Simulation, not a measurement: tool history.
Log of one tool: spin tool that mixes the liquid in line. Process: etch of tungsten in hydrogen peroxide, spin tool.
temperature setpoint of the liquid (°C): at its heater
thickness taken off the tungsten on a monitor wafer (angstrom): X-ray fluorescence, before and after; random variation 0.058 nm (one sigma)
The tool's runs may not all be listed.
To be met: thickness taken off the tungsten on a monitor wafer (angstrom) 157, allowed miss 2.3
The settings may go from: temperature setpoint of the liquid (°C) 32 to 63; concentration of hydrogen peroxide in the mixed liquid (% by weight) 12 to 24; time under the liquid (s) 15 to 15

run	day	temperature setpoint of the liquid (°C)	concentration of hydrogen peroxide in the mixed liquid (% by weight)	time under the liquid (s)	thickness taken off the tungsten on a monitor wafer (angstrom)
1	0	47	16	15	289.12
2	0.192	45	16	15	254.28
3	0.408	43.5	16	15	232.04
4	0.5	43.5	16	15	230.99
5	0.696	50.5	16	15	357.88
6	0.908	48	16	15	307.19
7	1.071	46	16	15	271.45
8	1.317	44	16	15	238.02
9	1.388	42.5	16	15	218.84
10	1.5	41.5	16	15	203.81
11	1.671	40.5	16	15	191.23
12	2.004	40	16	15	185.14
13	2.121	39.5	16	15	178.77
14	2.429	39.5	16	15	177.55
15	2.575	37	16	15	151.83

Which of these 4 next moves meets every target?
A	2.721	37.5	15	15	?
B	2.721	37	15.5	15	?
C	2.721	38	16	15	?
D	2.721	39.5	12.5	15	?

move	thickness taken off the tungsten on a monitor wafer (angstrom)
A	151.99
B	149.47
C	162.25
D	158.24
A: as far off as the last run
B: further off than the last run
C: takes the result that was furthest off past its target
D: meets every target
Answer: D

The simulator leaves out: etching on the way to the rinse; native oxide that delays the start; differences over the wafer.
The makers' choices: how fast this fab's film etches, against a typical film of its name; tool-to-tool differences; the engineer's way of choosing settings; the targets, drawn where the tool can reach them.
